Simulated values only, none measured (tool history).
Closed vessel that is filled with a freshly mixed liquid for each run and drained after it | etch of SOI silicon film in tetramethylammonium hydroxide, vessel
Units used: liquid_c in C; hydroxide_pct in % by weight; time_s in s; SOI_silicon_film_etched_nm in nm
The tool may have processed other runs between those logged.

Run 1, hour 0: liquid_c 76 C, hydroxide_pct 13.5 % by weight, time_s 95 s. Result: SOI_silicon_film_etched_nm 925 nm.
Run 2, hour 0.8: liquid_c 79 C, hydroxide_pct 13.5 % by weight, time_s 95 s. Result: SOI_silicon_film_etched_nm 1085 nm.
Run 3, hour 3.2: liquid_c 80 C, hydroxide_pct 13 % by weight, time_s 95 s. Result: SOI_silicon_film_etched_nm 1204.7 nm.
Run 4, hour 9.2: liquid_c 80 C, hydroxide_pct 10.5 % by weight, time_s 95 s. Result: SOI_silicon_film_etched_nm 1272.2 nm.
Run 5, hour 10.1: liquid_c 80 C, hydroxide_pct 10.5 % by weight, time_s 95 s. Result: SOI_silicon_film_etched_nm 1285.2 nm.
Run 6, hour 14.1: liquid_c 77.5 C, hydroxide_pct 10.5 % by weight, time_s 95 s. Result: SOI_silicon_film_etched_nm 1127.1 nm.
Run 7, hour 23.4: liquid_c 79 C, hydroxide_pct 10.5 % by weight, time_s 95 s. Result: SOI_silicon_film_etched_nm 1194.6 nm.

For run 8, what comes out?
Run 8, hour 28.9: liquid_c 84 C, hydroxide_pct 10.5 % by weight, time_s 95 s. Result: SOI_silicon_film_etched_nm ?.

Run 8 produced SOI_silicon_film_etched_nm 1597.9 nm.
